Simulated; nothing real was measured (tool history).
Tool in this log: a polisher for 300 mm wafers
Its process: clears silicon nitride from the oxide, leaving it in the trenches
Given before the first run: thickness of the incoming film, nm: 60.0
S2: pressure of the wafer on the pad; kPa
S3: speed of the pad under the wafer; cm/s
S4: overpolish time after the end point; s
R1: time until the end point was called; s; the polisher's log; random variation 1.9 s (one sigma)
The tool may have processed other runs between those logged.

{"run": 1, "hour": 0.0, "flow of slurry (ml/min)": 155, "S2": 11.7, "S3": 122, "S4": 40, "R1": 97.079}
{"run": 2, "hour": 3.7, "flow of slurry (ml/min)": 155, "S2": 10.3, "S3": 122, "S4": 40, "R1": 109.25}
{"run": 3, "hour": 9.3, "flow of slurry (ml/min)": 155, "S2": 11.7, "S3": 122, "S4": 40, "R1": 96.852}
{"run": 4, "hour": 13.2, "flow of slurry (ml/min)": 155, "S2": 10.3, "S3": 122, "S4": 40, "R1": 109.22}
{"run": 5, "hour": 21.2, "flow of slurry (ml/min)": 155, "S2": 9.7, "S3": 122, "S4": 40, "R1": 115.91}
{"run": 6, "hour": 22.6, "flow of slurry (ml/min)": 155, "S2": 9.7, "S3": 96, "S4": 40, "R1": 146.62}
{"run": 7, "hour": 26.3, "flow of slurry (ml/min)": 150, "S2": 9, "S3": 96, "S4": 40, "R1": 162.01}
{"run": 8, "hour": 30.7, "flow of slurry (ml/min)": 145, "S2": 9, "S3": 96, "S4": 40, "R1": 159.49}

Run 9 has not been measured yet. What should we expect?
{"run": 9, "hour": 33.7, "flow of slurry (ml/min)": 140, "S2": 9, "S3": 96, "S4": 40, "R1": "?"}

R1: 158.85 s
